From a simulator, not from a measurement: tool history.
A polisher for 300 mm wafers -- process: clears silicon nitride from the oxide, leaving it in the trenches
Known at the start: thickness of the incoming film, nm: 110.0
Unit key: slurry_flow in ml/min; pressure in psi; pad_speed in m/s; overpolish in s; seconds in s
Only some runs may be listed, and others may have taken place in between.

run	hour	slurry_flow	pressure	pad_speed	overpolish	seconds
1	0.0	155	3.0	0.98	28	110.320
2	7.7	160	3.1	0.98	28	105.860
3	11.6	160	3.1	0.98	28	105.930
4	15.9	165	3.2	0.98	28	103.660
5	16.6	165	3.2	0.76	28	131.820
6	18.3	165	3.4	0.76	28	123.210
7	24.6	165	3.6	0.76	28	117.760
8	33.2	170	3.7	0.76	28	112.130
9	38.4	170	3.7	0.76	28	114.730
10	41.8	170	3.8	0.76	28	110.260
11	44.2	170	3.9	0.76	28	107.770
12	47.5	170	4.0	0.76	28	105.000
13	50.3	175	4.1	0.76	28	101.580

Forecast run 14:
14	54.3	175	4.2	0.76	28	?

Run 14 gave seconds 99.517 s.
